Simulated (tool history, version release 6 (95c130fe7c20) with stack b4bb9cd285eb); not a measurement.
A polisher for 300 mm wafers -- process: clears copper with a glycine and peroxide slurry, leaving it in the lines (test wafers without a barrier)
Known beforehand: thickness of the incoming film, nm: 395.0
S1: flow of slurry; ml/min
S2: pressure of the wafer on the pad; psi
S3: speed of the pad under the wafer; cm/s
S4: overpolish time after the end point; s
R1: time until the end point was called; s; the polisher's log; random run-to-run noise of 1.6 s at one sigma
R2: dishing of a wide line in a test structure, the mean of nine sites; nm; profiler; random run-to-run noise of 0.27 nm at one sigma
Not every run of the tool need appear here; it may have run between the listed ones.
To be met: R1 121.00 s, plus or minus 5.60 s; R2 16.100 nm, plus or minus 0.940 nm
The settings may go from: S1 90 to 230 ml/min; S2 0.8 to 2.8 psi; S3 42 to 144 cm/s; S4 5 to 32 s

| run | hour | S1 | S2 | S3 | S4 | R1 | R2 |
|---|---|---|---|---|---|---|---|
| 1 | 0.0 | 150 | 1.8 | 92 | 16 | 130.48 | 37.964 |
| 2 | 1.2 | 150 | 1.8 | 92 | 20 | 129.57 | 45.424 |
| 3 | 7.0 | 140 | 1.7 | 98 | 17 | 129.07 | 39.579 |
| 4 | 15.9 | 140 | 1.7 | 98 | 11 | 133.02 | 26.460 |
| 5 | 22.2 | 120 | 1.7 | 98 | 11 | 134.59 | 26.037 |
| 6 | 23.8 | 115 | 1.6 | 104 | 10 | 140.45 | 22.561 |
| 7 | 31.7 | 110 | 1.6 | 112 | 9 | 136.65 | 21.341 |
| 8 | 37.4 | 105 | 1.6 | 118 | 8 | 133.82 | 19.546 |
| 9 | 44.9 | 105 | 1.6 | 122 | 7 | 129.81 | 17.467 |
| 10 | 52.7 | 105 | 1.6 | 124 | 7 | 125.50 | 17.444 |
| 11 | 59.9 | 105 | 1.6 | 126 | 7 | 128.39 | 18.166 |
| 12 | 66.8 | 145 | 1.9 | 108 | 5 | 111.92 | 14.487 |
| 13 | 72.6 | 140 | 1.9 | 108 | 5 | 113.20 | 14.157 |
| 14 | 75.3 | 135 | 1.9 | 108 | 5 | 114.94 | 14.531 |

Next run, 5 choices. One meets every target within its allowed miss, the rest don't. Which?
| A | 78.0 | 130 | 1.8 | 110 | 5 | ? | ? |
| B | 78.0 | 135 | 1.6 | 122 | 6 | ? | ? |
| C | 78.0 | 130 | 2.4 | 96 | 5 | ? | ? |
| D | 78.0 | 120 | 1.9 | 122 | 6 | ? | ? |
| E | 78.0 | 125 | 1.9 | 104 | 5 | ? | ? |

| move | R1 | R2 |
|---|---|---|
| A | 118.21 | 13.824 |
| B | 119.66 | 16.211 |
| C | 103.55 | 15.731 |
| D | 107.56 | 17.950 |
| E | 118.79 | 13.772 |
A: its largest miss is bigger than the last run's
B: all results land within tolerance of their targets
C: corrects the largest miss of the last run, while another result sits out of spec
D: the result that was furthest off in the last run now lies on the other side of its target
E: its largest miss is bigger than the last run's
Answer: B
